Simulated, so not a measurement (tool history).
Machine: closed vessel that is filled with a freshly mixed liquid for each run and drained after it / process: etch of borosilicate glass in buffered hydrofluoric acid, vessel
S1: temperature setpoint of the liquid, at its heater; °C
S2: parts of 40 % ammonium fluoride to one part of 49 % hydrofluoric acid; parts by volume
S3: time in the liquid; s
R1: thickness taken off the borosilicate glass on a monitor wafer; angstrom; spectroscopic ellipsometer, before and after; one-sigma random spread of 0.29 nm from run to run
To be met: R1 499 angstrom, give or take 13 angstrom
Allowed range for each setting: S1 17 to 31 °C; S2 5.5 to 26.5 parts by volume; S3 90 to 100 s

{"run": 1, "hour": 0.0, "S1": 23, "S2": 16, "S3": 90, "R1": 664.49}
{"run": 2, "hour": 4.1, "S1": 23, "S2": 16, "S3": 90, "R1": 662.04}
{"run": 3, "hour": 8.3, "S1": 23, "S2": 13.5, "S3": 90, "R1": 775.92}
{"run": 4, "hour": 10.2, "S1": 23, "S2": 13.5, "S3": 90, "R1": 785.26}
{"run": 5, "hour": 15.4, "S1": 23, "S2": 13.5, "S3": 100, "R1": 880.89}
{"run": 6, "hour": 24.0, "S1": 22, "S2": 14, "S3": 100, "R1": 796.87}
{"run": 7, "hour": 31.3, "S1": 21.5, "S2": 14.5, "S3": 100, "R1": 743.68}
{"run": 8, "hour": 35.9, "S1": 21, "S2": 14.5, "S3": 100, "R1": 734}
{"run": 9, "hour": 44.2, "S1": 20.5, "S2": 15, "S3": 100, "R1": 680.93}
{"run": 10, "hour": 50.9, "S1": 20, "S2": 15, "S3": 100, "R1": 670.12}

Pick the move, out of 5, that brings all results within their allowed miss; only one does.
{"run": "A", "hour": 57.6, "S1": 18, "S2": 11.5, "S3": 100, "R1": "?"}
{"run": "B", "hour": 57.6, "S1": 18.5, "S2": 16.5, "S3": 90, "R1": "?"}
{"run": "C", "hour": 57.6, "S1": 19, "S2": 16, "S3": 95, "R1": "?"}
{"run": "D", "hour": 57.6, "S1": 21, "S2": 12, "S3": 100, "R1": "?"}
{"run": "E", "hour": 57.6, "S1": 20.5, "S2": 10, "S3": 100, "R1": "?"}

move=A R1=779.12
move=B R1=503.93
move=C R1=563.84
move=D R1=880.98
move=E R1=1026.5
A: moves away from the targets compared with the last run
B: every result within its allowed miss
C: moves toward the targets from the last run without getting all of them in spec
D: moves away from the targets compared with the last run
E: moves away from the targets compared with the last run
B meets every target.
